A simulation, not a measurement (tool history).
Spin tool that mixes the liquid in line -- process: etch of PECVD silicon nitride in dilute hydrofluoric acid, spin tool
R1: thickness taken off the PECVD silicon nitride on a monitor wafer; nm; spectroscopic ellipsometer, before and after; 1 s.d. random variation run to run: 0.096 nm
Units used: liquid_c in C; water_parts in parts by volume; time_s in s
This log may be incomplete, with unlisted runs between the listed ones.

Run 1, hour 0: liquid_c 21 C, water_parts 270 parts by volume, time_s 270 s. Result: R1 4.5613 nm.
Run 2, hour 2.6: liquid_c 19 C, water_parts 270 parts by volume, time_s 270 s. Result: R1 4.0112 nm.
Run 3, hour 4.6: liquid_c 19 C, water_parts 340 parts by volume, time_s 270 s. Result: R1 3.208 nm.
Run 4, hour 7.2: liquid_c 19 C, water_parts 340 parts by volume, time_s 270 s. Result: R1 3.15 nm.
Run 5, hour 14.6: liquid_c 19 C, water_parts 340 parts by volume, time_s 270 s. Result: R1 3.1837 nm.
Run 6, hour 18: liquid_c 19 C, water_parts 340 parts by volume, time_s 295 s. Result: R1 3.4772 nm.
Run 7, hour 25.8: liquid_c 21.5 C, water_parts 315 parts by volume, time_s 295 s. Result: R1 4.4072 nm.
Run 8, hour 34.2: liquid_c 23.5 C, water_parts 290 parts by volume, time_s 295 s. Result: R1 5.4205 nm.
Run 9, hour 38.3: liquid_c 25 C, water_parts 275 parts by volume, time_s 295 s. Result: R1 6.2596 nm.

What will run 10 give?
Run 10, hour 39.5: liquid_c 29 C, water_parts 230 parts by volume, time_s 295 s. Result: R1 ?.

{"run 10": {"R1": 9.4904}}
